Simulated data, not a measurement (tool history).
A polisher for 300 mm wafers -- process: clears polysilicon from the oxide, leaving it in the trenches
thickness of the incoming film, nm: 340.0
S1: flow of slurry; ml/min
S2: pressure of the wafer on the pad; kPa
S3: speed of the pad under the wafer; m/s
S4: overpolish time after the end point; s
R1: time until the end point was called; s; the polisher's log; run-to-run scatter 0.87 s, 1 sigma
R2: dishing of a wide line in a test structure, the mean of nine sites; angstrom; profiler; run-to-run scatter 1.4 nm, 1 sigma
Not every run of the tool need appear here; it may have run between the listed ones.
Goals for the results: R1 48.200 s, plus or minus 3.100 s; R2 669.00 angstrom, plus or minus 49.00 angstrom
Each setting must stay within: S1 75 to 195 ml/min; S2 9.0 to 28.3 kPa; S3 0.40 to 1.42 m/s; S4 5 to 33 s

run 1 day=0.000 | S1=125 S2=18.6 S3=0.90 S4=17 | R1=31.836 R2=663.65
run 2 day=0.038 | S1=125 S2=18.6 S3=1.06 S4=17 | R1=27.554 R2=664.97
run 3 day=0.150 | S1=125 S2=18.6 S3=0.86 S4=17 | R1=33.807 R2=650.97
run 4 day=0.400 | S1=145 S2=18.6 S3=0.86 S4=17 | R1=33.270 R2=666.94
run 5 day=0.746 | S1=145 S2=17.2 S3=0.84 S4=19 | R1=34.476 R2=676.49
run 6 day=0.812 | S1=145 S2=17.2 S3=0.84 S4=13 | R1=34.116 R2=587.49
run 7 day=1.012 | S1=145 S2=15.9 S3=0.80 S4=16 | R1=38.181 R2=622.46
run 8 day=1.183 | S1=145 S2=14.5 S3=0.78 S4=18 | R1=42.150 R2=630.20
run 9 day=1.233 | S1=145 S2=13.8 S3=0.78 S4=19 | R1=44.480 R2=611.68

Consider the 4 candidate settings below. Which is the only one whose results all fall within their allowed miss of target?
run A day=1.283 | S1=130 S2=12.4 S3=0.80 S4=16 | R1=? R2=?
run B day=1.283 | S1=140 S2=13.8 S3=0.72 S4=25 | R1=? R2=?
run C day=1.283 | S1=175 S2=12.4 S3=0.88 S4=22 | R1=? R2=?
run D day=1.283 | S1=140 S2=13.8 S3=0.88 S4=18 | R1=? R2=?

move=A R1=48.436 R2=564.80
move=B R1=49.369 R2=645.82
move=C R1=41.823 R2=651.26
move=D R1=40.668 R2=624.10
A: brings the last run's worst result on target, with another outside its allowed miss
B: meets every target
C: the biggest miss grows against the last run
D: the biggest miss grows against the last run
Go with B: it meets all targets.

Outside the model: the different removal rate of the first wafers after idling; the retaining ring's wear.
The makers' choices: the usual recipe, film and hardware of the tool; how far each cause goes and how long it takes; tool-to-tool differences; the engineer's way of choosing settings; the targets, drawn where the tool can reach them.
